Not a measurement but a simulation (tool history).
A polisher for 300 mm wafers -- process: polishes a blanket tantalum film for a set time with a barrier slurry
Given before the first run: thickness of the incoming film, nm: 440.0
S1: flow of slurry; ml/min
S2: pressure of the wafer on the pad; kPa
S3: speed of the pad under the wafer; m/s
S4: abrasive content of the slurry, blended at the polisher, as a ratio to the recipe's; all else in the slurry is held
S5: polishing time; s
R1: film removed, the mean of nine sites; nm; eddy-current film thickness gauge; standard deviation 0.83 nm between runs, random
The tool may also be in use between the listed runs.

run  hour   S1    S2    S3  S4  S5      R1
  1     0  135    11  0.98   1  32  39.817
  2   3.9  135  12.4  0.98   1  32  45.266
  3  10.6  135  13.1  0.98   1  32  47.641
  4  14.3  135  13.8  0.98   1  32  48.676
  5    23  135  13.8  1.06   1  32  54.278
  6  30.4  135  14.5  1.06   1  32  56.335
  7  34.4  135  15.2  1.06   1  32  58.732

Run 8, settings as shown, results not yet in. Your forecast:
  8  41.5  140  15.9  1.06   1  32   ?

Run 8 gave R1 61.223 nm.
